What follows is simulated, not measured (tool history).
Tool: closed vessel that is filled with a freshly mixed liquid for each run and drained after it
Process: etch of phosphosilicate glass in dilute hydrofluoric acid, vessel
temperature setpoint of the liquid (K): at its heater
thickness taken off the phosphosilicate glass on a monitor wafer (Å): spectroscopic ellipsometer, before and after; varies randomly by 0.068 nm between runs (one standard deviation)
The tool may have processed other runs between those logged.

run	day	temperature setpoint of the liquid (K)	parts of water to one part of 49 % hydrofluoric acid (parts by volume)	time in the liquid (s)	thickness taken off the phosphosilicate glass on a monitor wafer (Å)
1	0.000	295.15	265	30	161.36
2	0.046	297.15	265	30	172.61
3	0.125	297.15	210	30	231.92
4	0.433	297.15	210	30	231.62
5	0.500	295.65	230	30	198.13
6	0.804	294.65	245	30	172.84
7	0.950	293.65	255	30	158.78
8	1.142	293.15	265	30	148.99
9	1.296	292.65	270	30	142.64
10	1.496	292.15	275	30	136.93
11	1.550	291.65	280	30	131.13
12	1.704	291.15	285	30	126.39
13	1.954	291.15	290	30	124.60

Run 14 has not been measured yet. What should we expect?
14	2.008	291.15	295	30	?

Logged for run 14: thickness taken off the phosphosilicate glass on a monitor wafer (Å) 121.39.
